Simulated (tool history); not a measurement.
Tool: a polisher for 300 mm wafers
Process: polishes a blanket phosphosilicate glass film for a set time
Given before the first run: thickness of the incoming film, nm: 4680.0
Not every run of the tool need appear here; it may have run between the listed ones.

run,hour,flow of slurry (ml/min),pressure of the wafer on the pad (psi),speed of the pad under the wafer (cm/s),abrasive content of the slurry,polishing time (s),film removed (nm)
1,0.0,270,2.8,102,1.0,39,251.44
2,3.8,270,2.6,102,1.0,39,240.80
3,8.6,270,3.1,102,1.0,39,283.63
4,14.4,270,3.1,102,1.0,39,288.09
5,21.7,270,3.4,102,1.0,39,309.90
6,25.6,270,3.4,102,1.1,39,316.13
7,28.5,270,3.4,102,1.1,39,322.52
8,34.8,270,3.1,102,1.1,39,294.95
9,41.4,270,2.8,102,1.1,39,265.50
10,42.9,270,2.6,102,1.1,39,247.11
11,50.2,270,2.4,102,1.1,39,228.84
# hour 58.9: slurry nozzle cleaned
12,58.9,270,2.3,102,1.1,39,227.40

Run 13, settings as shown, results not yet in. Your forecast:
13,65.0,270,2.2,102,1.1,39,?

film removed (nm): 219.01
